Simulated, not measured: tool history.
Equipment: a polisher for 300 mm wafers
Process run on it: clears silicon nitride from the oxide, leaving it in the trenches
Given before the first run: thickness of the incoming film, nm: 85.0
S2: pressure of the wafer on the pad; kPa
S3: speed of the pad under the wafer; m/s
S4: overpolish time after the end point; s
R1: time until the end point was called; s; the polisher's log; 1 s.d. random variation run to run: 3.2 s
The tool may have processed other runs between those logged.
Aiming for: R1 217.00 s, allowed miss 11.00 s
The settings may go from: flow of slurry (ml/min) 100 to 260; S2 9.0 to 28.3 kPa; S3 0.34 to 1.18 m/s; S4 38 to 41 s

Run 1, hour 0.0: flow of slurry (ml/min) 165, S2 18.6 kPa, S3 0.76 m/s, S4 38 s. Result: R1 124.03 s.
Run 2, hour 8.6: flow of slurry (ml/min) 165, S2 15.9 kPa, S3 0.74 m/s, S4 38 s. Result: R1 153.04 s.
Run 3, hour 14.6: flow of slurry (ml/min) 165, S2 14.5 kPa, S3 0.74 m/s, S4 38 s. Result: R1 168.66 s.
Run 4, hour 21.3: flow of slurry (ml/min) 165, S2 14.5 kPa, S3 0.74 m/s, S4 41 s. Result: R1 161.68 s.
Run 5, hour 25.9: flow of slurry (ml/min) 165, S2 14.5 kPa, S3 0.74 m/s, S4 41 s. Result: R1 164.56 s.
Run 6, hour 32.3: flow of slurry (ml/min) 195, S2 14.5 kPa, S3 0.74 m/s, S4 41 s. Result: R1 157.51 s.
Run 7, hour 36.5: flow of slurry (ml/min) 195, S2 14.5 kPa, S3 0.74 m/s, S4 41 s. Result: R1 163.34 s.
Run 8, hour 39.0: flow of slurry (ml/min) 195, S2 13.1 kPa, S3 0.74 m/s, S4 41 s. Result: R1 177.98 s.
Run 9, hour 44.6: flow of slurry (ml/min) 195, S2 12.4 kPa, S3 0.74 m/s, S4 41 s. Result: R1 190.66 s.
Run 10, hour 52.3: flow of slurry (ml/min) 195, S2 11.7 kPa, S3 0.74 m/s, S4 41 s. Result: R1 201.51 s.

5 next moves are on the table. One of them brings every result within its allowed miss. Which?
Run A, hour 60.0: flow of slurry (ml/min) 170, S2 11.7 kPa, S3 0.70 m/s, S4 38 s. Result: R1 ?.
Run B, hour 60.0: flow of slurry (ml/min) 190, S2 11.0 kPa, S3 0.80 m/s, S4 41 s. Result: R1 ?.
Run C, hour 60.0: flow of slurry (ml/min) 155, S2 9.7 kPa, S3 0.96 m/s, S4 39 s. Result: R1 ?.
Run D, hour 60.0: flow of slurry (ml/min) 195, S2 13.8 kPa, S3 0.76 m/s, S4 41 s. Result: R1 ?.
Run E, hour 60.0: flow of slurry (ml/min) 175, S2 13.1 kPa, S3 0.52 m/s, S4 38 s. Result: R1 ?.

move      R1
   A  213.47
   B  195.24
   C  191.89
   D  165.18
   E  254.30
A: hits every target within its allowed miss
B: further off than the last run
C: further off than the last run
D: further off than the last run
E: pushes the last run's worst result past its target
The move that meets every target is A.
